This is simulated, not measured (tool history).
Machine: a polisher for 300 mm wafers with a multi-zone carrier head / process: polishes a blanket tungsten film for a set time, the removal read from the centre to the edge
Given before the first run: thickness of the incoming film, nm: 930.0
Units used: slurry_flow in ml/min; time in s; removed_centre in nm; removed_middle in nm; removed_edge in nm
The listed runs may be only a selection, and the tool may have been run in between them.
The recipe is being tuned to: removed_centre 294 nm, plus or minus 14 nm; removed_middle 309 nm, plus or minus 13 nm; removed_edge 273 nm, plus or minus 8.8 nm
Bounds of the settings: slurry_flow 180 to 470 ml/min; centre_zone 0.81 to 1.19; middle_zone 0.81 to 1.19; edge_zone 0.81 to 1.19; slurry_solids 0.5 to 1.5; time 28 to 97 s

run,hour,slurry_flow,centre_zone,middle_zone,edge_zone,slurry_solids,time,removed_centre,removed_middle,removed_edge
1,0,300,1,1,1,1,62,229.68,219.88,227.4
2,5.8,305,1.01,1.03,1,1.05,62,228.93,233.63,229.37
3,11.3,310,1.03,1.04,1.01,1.1,63,240.79,240.77,236.91
4,14.1,310,1.03,1,1.01,1.1,63,239.28,231.58,234.58
5,16.7,310,0.98,1,1.01,1.1,63,232.32,232.98,235.16
6,18.8,310,0.98,1.08,1.01,1.1,63,227.97,245.72,238.23
7,25.2,315,1,1.09,1.01,1.15,64,242.61,260.94,245.43
8,28.6,315,1.02,1.1,1.02,1.2,64,254.08,269.78,247.89
9,36.1,315,1.03,1.11,1.04,1.2,64,254.42,264.2,248.54
10,41.4,315,1.03,1.12,1.04,1.25,64,259.66,269.79,255.11
11,48.1,320,1.04,1.13,1.04,1.3,64,254.78,277.64,251.39
12,51.9,320,1.05,1.14,1.05,1.3,64,256.07,278.46,249.97

Exactly one of the 4 candidate moves below puts every result within its allowed miss. Which one?
A,55.7,330,1.15,1.09,1.01,1.25,67,?,?,?
B,55.7,290,1.09,1.06,1.05,1.2,70,?,?,?
C,55.7,280,1.19,1.17,0.89,1.4,69,?,?,?
D,55.7,240,1.1,1.16,1,1.3,72,?,?,?

move,removed_centre,removed_middle,removed_edge
A,298.09,278.84,258.8
B,291.82,279.21,271.09
C,321.32,310.51,255.89
D,304.21,312.31,274.56
A: the worst result of the last run now meets its target, but another is out of spec
B: the worst result of the last run now meets its target, but another is out of spec
C: takes the biggest miss from the last run beyond its target
D: every result lands within tolerance
D is the move that brings every result within its allowed miss.
